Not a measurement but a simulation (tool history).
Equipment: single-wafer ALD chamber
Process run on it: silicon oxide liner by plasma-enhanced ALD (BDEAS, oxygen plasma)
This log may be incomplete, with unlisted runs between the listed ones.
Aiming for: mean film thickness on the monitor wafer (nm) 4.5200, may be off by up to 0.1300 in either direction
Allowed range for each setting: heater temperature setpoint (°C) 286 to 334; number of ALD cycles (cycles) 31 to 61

run  hour  heater temperature setpoint (°C)  number of ALD cycles (cycles)  mean film thickness on the monitor wafer (nm)
  1   0.0                               310                             46                                         3.9635
  2   5.1                               319                             46                                         3.9256
  3   7.4                               327                             46                                         3.8754
  4  15.3                               327                             41                                         3.4658
  5  24.1                               321                             41                                         3.4595
  6  28.7                               321                             35                                         2.9654
  7  30.4                               321                             38                                         3.2139
  8  36.5                               321                             41                                         3.4759
     40.3  -- thermocouple changed; heater temperature recalibrated
  9  40.3                               321                             43                                         3.6850
 10  45.9                               321                             45                                         3.8320
 11  52.4                               321                             46                                         3.9474
 12  56.5                               321                             46                                         3.9250
 13  58.6                               321                             47                                         4.0219
 14  63.3                               321                             48                                         4.0820
 15  71.2                               321                             49                                         4.1832
 16  74.1                               321                             50                                         4.2596
 17  76.4                               321                             50                                         4.2744
 18  77.7                               321                             51                                         4.3582

Which one of the following 5 next-run settings gets every result inside its allowed miss? There is exactly one.
  A  79.0                               318                             49                                              ?
  B  79.0                               320                             49                                              ?
  C  79.0                               325                             50                                              ?
  D  79.0                               324                             53                                              ?
  E  79.0                               315                             49                                              ?

move  mean film thickness on the monitor wafer (nm)
   A                                         4.2288
   B                                         4.2149
   C                                         4.2656
   D                                         4.5290
   E                                         4.2495
A: further off than the last run
B: further off than the last run
C: further off than the last run
D: all results in spec
E: further off than the last run
The move that meets every target is D.
